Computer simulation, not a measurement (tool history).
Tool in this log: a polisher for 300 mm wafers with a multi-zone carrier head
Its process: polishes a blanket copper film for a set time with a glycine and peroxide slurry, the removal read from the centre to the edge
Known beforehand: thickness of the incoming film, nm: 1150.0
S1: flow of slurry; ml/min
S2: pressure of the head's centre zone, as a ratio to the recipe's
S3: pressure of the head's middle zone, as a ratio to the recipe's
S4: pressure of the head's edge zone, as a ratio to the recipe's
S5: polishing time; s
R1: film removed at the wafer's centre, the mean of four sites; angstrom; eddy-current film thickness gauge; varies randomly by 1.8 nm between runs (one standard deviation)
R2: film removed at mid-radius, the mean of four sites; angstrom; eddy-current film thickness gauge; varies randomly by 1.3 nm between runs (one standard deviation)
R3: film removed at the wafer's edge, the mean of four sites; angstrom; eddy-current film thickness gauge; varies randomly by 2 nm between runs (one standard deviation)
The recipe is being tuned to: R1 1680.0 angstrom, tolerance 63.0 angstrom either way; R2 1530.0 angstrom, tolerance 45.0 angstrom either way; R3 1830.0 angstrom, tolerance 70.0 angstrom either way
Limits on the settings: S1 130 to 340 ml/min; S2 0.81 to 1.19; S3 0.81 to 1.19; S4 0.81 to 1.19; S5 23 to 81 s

{"run": 1, "day": 0.0, "S1": 220, "S2": 1.0, "S3": 1.0, "S4": 1.0, "S5": 52, "R1": 3332.4, "R2": 3283.3, "R3": 3543.1}
{"run": 2, "day": 0.1, "S1": 205, "S2": 0.99, "S3": 0.97, "S4": 0.98, "S5": 46, "R1": 2929.4, "R2": 2879.2, "R3": 3091.6}
{"run": 3, "day": 0.229, "S1": 190, "S2": 0.98, "S3": 0.94, "S4": 0.97, "S5": 42, "R1": 2563.0, "R2": 2501.2, "R3": 2799.2}
{"run": 4, "day": 0.554, "S1": 190, "S2": 0.98, "S3": 0.94, "S4": 0.93, "S5": 42, "R1": 2641.1, "R2": 2492.6, "R3": 2748.0}
{"run": 5, "day": 0.717, "S1": 185, "S2": 0.97, "S3": 0.92, "S4": 0.91, "S5": 39, "R1": 2361.0, "R2": 2299.2, "R3": 2502.5}
{"run": 6, "day": 0.842, "S1": 185, "S2": 0.97, "S3": 1.0, "S4": 0.91, "S5": 39, "R1": 2419.7, "R2": 2447.0, "R3": 2484.9}
{"day": 0.962, "done": "edge zone pressure recalibrated"}
{"run": 7, "day": 0.962, "S1": 175, "S2": 0.97, "S3": 0.96, "S4": 0.9, "S5": 36, "R1": 2234.2, "R2": 2174.8, "R3": 2183.1}
{"run": 8, "day": 1.154, "S1": 170, "S2": 0.97, "S3": 0.93, "S4": 0.92, "S5": 34, "R1": 2028.3, "R2": 1996.9, "R3": 2113.4}

Below are 5 possible settings for the next run. Only one of them brings all results inside the allowed miss of their targets. Which is it?
{"run": "A", "day": 1.346, "S1": 150, "S2": 0.91, "S3": 1.17, "S4": 0.82, "S5": 31, "R1": "?", "R2": "?", "R3": "?"}
{"run": "B", "day": 1.346, "S1": 190, "S2": 0.95, "S3": 0.83, "S4": 1.01, "S5": 28, "R1": "?", "R2": "?", "R3": "?"}
{"run": "C", "day": 1.346, "S1": 175, "S2": 0.99, "S3": 0.81, "S4": 0.96, "S5": 27, "R1": "?", "R2": "?", "R3": "?"}
{"run": "D", "day": 1.346, "S1": 165, "S2": 0.81, "S3": 0.9, "S4": 1.0, "S5": 41, "R1": "?", "R2": "?", "R3": "?"}
{"run": "E", "day": 1.346, "S1": 135, "S2": 1.03, "S3": 0.95, "S4": 0.96, "S5": 29, "R1": "?", "R2": "?", "R3": "?"}

move=A R1=1710.0 R2=2175.5 R3=1781.7
move=B R1=1677.2 R2=1526.1 R3=1828.4
move=C R1=1663.2 R2=1425.2 R3=1706.0
move=D R1=2043.1 R2=2340.8 R3=2621.0
move=E R1=1771.4 R2=1671.4 R3=1772.1
A: further off than the last run
B: in spec on every target
C: carries the result that was furthest off beyond its target, to the other side
D: further off than the last run
E: better than the last run, though not everything is in spec
Go with B: it meets all targets.

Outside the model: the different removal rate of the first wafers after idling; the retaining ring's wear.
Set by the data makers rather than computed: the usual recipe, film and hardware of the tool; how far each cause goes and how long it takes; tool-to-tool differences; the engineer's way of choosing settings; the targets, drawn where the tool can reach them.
